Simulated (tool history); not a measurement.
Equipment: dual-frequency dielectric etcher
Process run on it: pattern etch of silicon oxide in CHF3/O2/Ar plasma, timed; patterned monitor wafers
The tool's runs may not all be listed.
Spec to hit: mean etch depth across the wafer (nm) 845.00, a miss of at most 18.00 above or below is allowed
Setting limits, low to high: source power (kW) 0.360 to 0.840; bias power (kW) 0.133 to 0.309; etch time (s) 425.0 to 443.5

run  hour  source power (kW)  bias power (kW)  etch time (s)  mean etch depth across the wafer (nm)
  1   0.0              0.600            0.221          425.0                                 926.14
  2   8.7              0.560            0.221          425.0                                 902.97
  3  17.7              0.560            0.200          425.0                                 882.52
  4  22.9              0.550            0.199          425.0                                 872.67
  5  31.9              0.600            0.199          425.0                                 903.22
  6  38.6              0.590            0.198          425.0                                 888.86
  7  45.3              0.580            0.197          425.0                                 886.08
  8  47.0              0.570            0.196          425.0                                 876.44
  9  48.0              0.560            0.196          425.0                                 867.42

Pick the move, out of 5, that brings all results within their allowed miss; only one does.
  A  49.0              0.540            0.188          443.5                                      ?
  B  49.0              0.550            0.191          437.0                                      ?
  C  49.0              0.570            0.188          432.5                                      ?
  D  49.0              0.590            0.193          430.5                                      ?
  E  49.0              0.510            0.178          443.0                                      ?

move  mean etch depth across the wafer (nm)
   A                                 881.00
   B                                 877.99
   C                                 875.93
   D                                 889.75
   E                                 848.21
A: the biggest miss grows against the last run
B: the biggest miss grows against the last run
C: the biggest miss grows against the last run
D: the biggest miss grows against the last run
E: meets every target
Move E is the one to make.
